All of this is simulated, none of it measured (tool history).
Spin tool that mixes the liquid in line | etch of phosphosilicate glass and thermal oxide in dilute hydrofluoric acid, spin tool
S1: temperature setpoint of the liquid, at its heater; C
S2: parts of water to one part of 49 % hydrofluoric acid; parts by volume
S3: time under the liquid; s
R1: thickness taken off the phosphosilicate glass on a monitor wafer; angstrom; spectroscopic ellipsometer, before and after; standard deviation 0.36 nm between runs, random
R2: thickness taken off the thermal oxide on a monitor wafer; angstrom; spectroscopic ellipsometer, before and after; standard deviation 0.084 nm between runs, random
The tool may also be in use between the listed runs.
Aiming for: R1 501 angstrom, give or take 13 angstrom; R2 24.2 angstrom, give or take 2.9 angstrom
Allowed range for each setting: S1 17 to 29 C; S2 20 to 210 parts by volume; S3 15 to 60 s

| run | hour | S1 | S2 | S3 | R1 | R2 |
|---|---|---|---|---|---|---|
| 1 | 0 | 21 | 115 | 30 | 226.57 | 11.105 |
| 2 | 8.4 | 21 | 115 | 25 | 190.95 | 9.0653 |
| 3 | 10 | 23.5 | 115 | 25 | 208.98 | 10.411 |
| 4 | 14.1 | 24.5 | 100 | 25 | 255.01 | 12.098 |
| 5 | 17.3 | 25.5 | 90 | 25 | 295.4 | 14.29 |
| 6 | 19.2 | 25.5 | 110 | 25 | 237.38 | 11.568 |
| 7 | 24 | 26 | 100 | 25 | 270.84 | 13.792 |
| 8 | 29.9 | 28 | 50 | 25 | 620.18 | 30.035 |
| 9 | 36.4 | 24 | 50 | 25 | 537.8 | 26.468 |
| 10 | 37.8 | 23.5 | 50 | 25 | 525.41 | 24.07 |
| 11 | 43.4 | 23 | 55 | 25 | 460.08 | 21.721 |
| 12 | 44.1 | 23.5 | 55 | 25 | 465.12 | 21.867 |
| 13 | 46.7 | 24 | 55 | 25 | 480.91 | 22.702 |

Exactly one of the 4 candidate moves below puts every result within its allowed miss. Which one?
| A | 49.3 | 26.5 | 75 | 30 | ? | ? |
| B | 49.3 | 25 | 65 | 30 | ? | ? |
| C | 49.3 | 27.5 | 100 | 40 | ? | ? |
| D | 49.3 | 22 | 90 | 45 | ? | ? |

| move | R1 | R2 |
|---|---|---|
| A | 462.11 | 23.047 |
| B | 509 | 25.385 |
| C | 464.57 | 23.17 |
| D | 473.26 | 23.603 |
A: misses by more than the last run did
B: meets every target
C: misses by more than the last run did
D: misses by more than the last run did
The right move is B.
